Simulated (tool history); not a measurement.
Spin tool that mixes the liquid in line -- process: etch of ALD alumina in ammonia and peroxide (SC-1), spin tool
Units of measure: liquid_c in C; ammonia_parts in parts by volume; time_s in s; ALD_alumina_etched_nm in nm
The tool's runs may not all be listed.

run  hour  liquid_c  ammonia_parts  time_s  ALD_alumina_etched_nm
  1     0        50            0.5     290                 17.701
  2   5.7        50            0.5     315                 19.556
  3   8.8      52.5            0.5     315                 21.982
  4  16.7      52.5            0.6     315                 22.329
  5  19.7      52.5           0.45     315                 21.893
  6  21.6        46           0.45     315                 15.191
  7  26.5      49.5           0.45     315                   18.5
  8    33        52           0.45     315                 21.143
  9  40.2      53.5           0.45     315                 23.008

For run 10, what comes out?
     41.8  -- new drum of ammonia solution connected
 10  41.8      54.5           0.45     315                      ?

{"run 10": {"ALD_alumina_etched_nm": 24.726}}
